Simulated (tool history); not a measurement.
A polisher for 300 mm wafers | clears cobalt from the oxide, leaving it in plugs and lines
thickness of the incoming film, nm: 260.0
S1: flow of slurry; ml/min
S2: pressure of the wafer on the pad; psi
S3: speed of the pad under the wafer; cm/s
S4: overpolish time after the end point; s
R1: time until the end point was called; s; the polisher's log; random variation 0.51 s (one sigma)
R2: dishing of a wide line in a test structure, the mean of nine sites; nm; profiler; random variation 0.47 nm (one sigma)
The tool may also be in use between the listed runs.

run  hour   S1   S2   S3  S4      R1      R2
  1   0.0  160  2.0  100  17  48.463  28.371
  2   8.7  160  2.0  100  13  49.495  27.790
  3  15.4  160  2.2  100  13  45.326  28.086
  4  23.9  180  2.2  100  13  44.262  28.494
  5  27.3  180  2.2  100  16  44.340  29.727
  6  31.0  180  1.7  100  16  57.185  27.839
  7  34.8  180  1.9  102  15  50.816  29.565
  8  35.4  180  2.1  102  15  44.975  29.207
  9  38.8  180  2.1  102  15  45.045  29.092
 10  46.1  180  2.2  102  15  42.767  28.808

Run 11 comes next. What will it give?
 11  48.3  185  2.3  102  16   ?   ?

{"run 11": {"R1": 40.349, "R2": 29.55}}

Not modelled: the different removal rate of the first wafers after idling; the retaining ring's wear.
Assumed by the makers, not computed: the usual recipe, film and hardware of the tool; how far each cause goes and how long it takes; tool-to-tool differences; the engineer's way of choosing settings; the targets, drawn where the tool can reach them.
